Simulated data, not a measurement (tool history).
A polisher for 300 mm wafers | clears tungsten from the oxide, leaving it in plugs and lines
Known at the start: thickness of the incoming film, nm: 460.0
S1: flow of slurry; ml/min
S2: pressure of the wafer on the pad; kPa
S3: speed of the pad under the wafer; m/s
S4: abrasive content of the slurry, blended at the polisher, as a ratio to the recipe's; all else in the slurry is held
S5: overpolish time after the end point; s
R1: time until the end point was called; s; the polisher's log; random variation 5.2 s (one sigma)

run	hour	S1	S2	S3	S4	S5	R1
1	0	165	20	1.16	1	33	112.38
2	1.6	165	22.8	1.16	1	33	102.33
3	9.6	165	24.8	1.16	1	33	93.147
4	16.1	145	20	0.96	0.9	33	144.68
5	23.1	140	16.5	0.82	0.85	33	209.54
6	29.7	120	16.5	0.82	0.85	33	216.63
7	33.7	115	14.5	0.78	0.85	33	262.99

Run 8 comes next. What will it give?
8	36.8	115	13.1	0.78	0.85	33	?

{"run 8": {"R1": 284.28}}

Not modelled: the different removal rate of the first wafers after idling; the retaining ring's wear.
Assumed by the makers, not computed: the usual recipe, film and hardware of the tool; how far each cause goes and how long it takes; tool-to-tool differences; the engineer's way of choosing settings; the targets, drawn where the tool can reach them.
